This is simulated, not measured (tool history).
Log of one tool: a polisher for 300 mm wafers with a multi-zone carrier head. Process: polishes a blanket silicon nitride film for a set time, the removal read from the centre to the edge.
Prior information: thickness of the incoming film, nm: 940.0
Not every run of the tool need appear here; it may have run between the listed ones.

| run | hour | flow of slurry (ml/min) | pressure of the head's centre zone | pressure of the head's middle zone | pressure of the head's edge zone | polishing time (s) | film removed at the wafer's centre (nm) | film removed at mid-radius (nm) | film removed at the wafer's edge (nm) |
|---|---|---|---|---|---|---|---|---|---|
| 1 | 0 | 165 | 1 | 1 | 1 | 62 | 161.59 | 158.12 | 159.83 |
| 2 | 4.6 | 165 | 1 | 0.92 | 1 | 62 | 157.81 | 148.61 | 158.74 |
| 3 | 5.8 | 165 | 1.01 | 0.91 | 0.99 | 60 | 158.37 | 140.96 | 154.52 |
| 4 | 10.5 | 165 | 1.01 | 0.91 | 0.98 | 58 | 152.61 | 136.51 | 146.63 |
| 5 | 15.6 | 165 | 1.01 | 0.9 | 0.97 | 57 | 149.71 | 133.31 | 144.61 |
|  | 22.7 | worn pad replaced by a new one |
| 6 | 22.7 | 165 | 1.01 | 0.9 | 1.05 | 57 | 163.19 | 148.89 | 168.88 |
| 7 | 28.8 | 145 | 1 | 0.84 | 0.95 | 57 | 157.77 | 135.44 | 156.4 |
| 8 | 30.6 | 150 | 1 | 0.84 | 0.94 | 56 | 157.96 | 133.71 | 154.47 |
| 9 | 38.2 | 150 | 1 | 0.85 | 0.93 | 55 | 155.65 | 132.01 | 149.09 |
| 10 | 41.6 | 150 | 1 | 0.85 | 0.92 | 53 | 148.94 | 129.02 | 142.75 |
| 11 | 42.1 | 150 | 1 | 0.85 | 0.91 | 52 | 147.66 | 126.07 | 140.53 |

Estimate the outcome of run 12 from the log above:
| 12 | 49.6 | 150 | 1 | 0.85 | 0.9 | 51 | ? | ? | ? |

film removed at the wafer's centre (nm): 143.6
film removed at mid-radius (nm): 124.61
film removed at the wafer's edge (nm): 134.95

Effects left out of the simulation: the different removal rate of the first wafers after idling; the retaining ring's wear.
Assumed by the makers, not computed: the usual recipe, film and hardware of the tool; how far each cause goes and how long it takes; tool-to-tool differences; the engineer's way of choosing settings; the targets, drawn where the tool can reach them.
